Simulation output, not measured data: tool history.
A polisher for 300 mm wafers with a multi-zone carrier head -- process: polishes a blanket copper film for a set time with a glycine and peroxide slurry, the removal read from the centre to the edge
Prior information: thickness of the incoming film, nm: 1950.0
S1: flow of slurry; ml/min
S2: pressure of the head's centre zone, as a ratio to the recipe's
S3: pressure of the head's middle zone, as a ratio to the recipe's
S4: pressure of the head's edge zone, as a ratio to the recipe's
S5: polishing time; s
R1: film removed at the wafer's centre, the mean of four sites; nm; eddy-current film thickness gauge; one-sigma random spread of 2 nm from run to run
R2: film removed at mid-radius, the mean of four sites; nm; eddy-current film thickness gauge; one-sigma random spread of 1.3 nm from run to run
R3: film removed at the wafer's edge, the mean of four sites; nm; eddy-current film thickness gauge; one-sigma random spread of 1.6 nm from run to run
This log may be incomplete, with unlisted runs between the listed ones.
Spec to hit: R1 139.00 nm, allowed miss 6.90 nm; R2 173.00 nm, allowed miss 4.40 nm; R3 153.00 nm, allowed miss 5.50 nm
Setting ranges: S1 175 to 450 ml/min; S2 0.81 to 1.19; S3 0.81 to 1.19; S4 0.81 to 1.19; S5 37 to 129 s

| run | hour | S1 | S2 | S3 | S4 | S5 | R1 | R2 | R3 |
|---|---|---|---|---|---|---|---|---|---|
| 1 | 0.0 | 290 | 1.00 | 1.00 | 1.00 | 83 | 263.22 | 262.73 | 264.08 |
| 2 | 6.7 | 290 | 0.98 | 1.01 | 0.98 | 77 | 239.23 | 244.17 | 244.28 |
| 3 | 14.4 | 260 | 0.98 | 1.01 | 0.98 | 77 | 242.14 | 240.61 | 237.23 |
| 4 | 22.5 | 260 | 0.98 | 1.08 | 0.98 | 77 | 238.03 | 252.45 | 240.23 |
| 5 | 25.6 | 265 | 0.96 | 1.09 | 0.96 | 72 | 218.67 | 241.44 | 221.23 |
| 6 | 28.3 | 265 | 0.87 | 1.09 | 0.96 | 72 | 198.59 | 242.55 | 219.29 |
| 7 | 35.5 | 265 | 0.86 | 1.08 | 0.95 | 68 | 183.98 | 224.81 | 204.63 |
| 8 | 37.7 | 270 | 0.85 | 1.08 | 0.94 | 65 | 174.37 | 216.56 | 195.24 |
| 9 | 40.8 | 270 | 0.82 | 1.03 | 0.84 | 47 | 121.37 | 149.60 | 135.15 |
| 10 | 47.9 | 305 | 0.88 | 1.12 | 0.94 | 46 | 128.94 | 159.69 | 140.84 |

4 next moves are on the table. One of them brings every result within its allowed miss. Which?
| A | 55.0 | 325 | 0.89 | 1.00 | 0.84 | 45 | ? | ? | ? |
| B | 55.0 | 320 | 0.91 | 1.17 | 0.98 | 43 | ? | ? | ? |
| C | 55.0 | 430 | 0.85 | 1.10 | 0.92 | 49 | ? | ? | ? |
| D | 55.0 | 350 | 0.82 | 0.97 | 1.06 | 46 | ? | ? | ? |

| move | R1 | R2 | R3 |
|---|---|---|---|
| A | 129.72 | 141.24 | 131.09 |
| B | 126.71 | 154.05 | 134.02 |
| C | 138.42 | 170.70 | 151.23 |
| D | 122.99 | 141.70 | 150.33 |
A: lands further from the targets than the last run did
B: lands further from the targets than the last run did
C: every result lands within tolerance
D: lands further from the targets than the last run did
The move that meets every target is C.
